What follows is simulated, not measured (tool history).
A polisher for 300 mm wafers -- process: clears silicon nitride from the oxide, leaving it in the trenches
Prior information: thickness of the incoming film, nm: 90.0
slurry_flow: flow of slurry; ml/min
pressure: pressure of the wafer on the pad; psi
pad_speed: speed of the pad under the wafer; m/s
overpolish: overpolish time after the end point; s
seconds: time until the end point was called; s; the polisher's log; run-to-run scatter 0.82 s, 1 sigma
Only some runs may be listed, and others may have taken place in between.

Run 1, day 0.000: slurry_flow 285 ml/min, pressure 3.2 psi, pad_speed 1.06 m/s, overpolish 10 s. Result: seconds 78.459 s.
Run 2, day 0.079: slurry_flow 285 ml/min, pressure 3.6 psi, pad_speed 1.08 m/s, overpolish 10 s. Result: seconds 67.709 s.
Run 3, day 0.225: slurry_flow 285 ml/min, pressure 3.1 psi, pad_speed 1.08 m/s, overpolish 10 s. Result: seconds 77.165 s.
Run 4, day 0.358: slurry_flow 315 ml/min, pressure 3.1 psi, pad_speed 1.08 m/s, overpolish 10 s. Result: seconds 79.636 s.
Run 5, day 0.638: slurry_flow 315 ml/min, pressure 3.5 psi, pad_speed 1.10 m/s, overpolish 10 s. Result: seconds 67.796 s.
Run 6, day 0.904: slurry_flow 365 ml/min, pressure 3.5 psi, pad_speed 1.10 m/s, overpolish 10 s. Result: seconds 64.484 s.

What will run 7 give?
Run 7, day 1.158: slurry_flow 365 ml/min, pressure 3.7 psi, pad_speed 1.10 m/s, overpolish 10 s. Result: seconds ?.

seconds: 62.914 s
